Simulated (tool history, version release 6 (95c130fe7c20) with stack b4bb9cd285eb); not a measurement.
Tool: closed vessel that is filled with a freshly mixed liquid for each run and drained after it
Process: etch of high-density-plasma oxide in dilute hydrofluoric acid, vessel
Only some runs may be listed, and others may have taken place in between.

| run | hour | temperature setpoint of the liquid (°C) | parts of water to one part of 49 % hydrofluoric acid (parts by volume) | time in the liquid (s) | thickness taken off the high-density-plasma oxide on a monitor wafer (nm) |
|---|---|---|---|---|---|
| 1 | 0 | 22 | 175 | 230 | 6.6859 |
| 2 | 1.7 | 21.5 | 190 | 230 | 5.9294 |
| 3 | 9.9 | 21.5 | 190 | 180 | 4.6173 |
| 4 | 11 | 21 | 195 | 180 | 4.4018 |
| 5 | 15.8 | 20.5 | 200 | 180 | 4.1662 |
| 6 | 22.8 | 20 | 205 | 180 | 3.9816 |
| 7 | 29.2 | 19.5 | 210 | 180 | 3.7931 |
| 8 | 31.3 | 19 | 215 | 180 | 3.6155 |
| 9 | 32.6 | 18.5 | 220 | 180 | 3.4469 |
| 10 | 36.2 | 18.5 | 225 | 180 | 3.3379 |
| 11 | 42.4 | 18.5 | 230 | 180 | 3.3025 |

Run 12 comes next. What will it give?
| 12 | 45.5 | 18.5 | 235 | 180 | ? |

Run 12 measured thickness taken off the high-density-plasma oxide on a monitor wafer (nm) 3.1778.

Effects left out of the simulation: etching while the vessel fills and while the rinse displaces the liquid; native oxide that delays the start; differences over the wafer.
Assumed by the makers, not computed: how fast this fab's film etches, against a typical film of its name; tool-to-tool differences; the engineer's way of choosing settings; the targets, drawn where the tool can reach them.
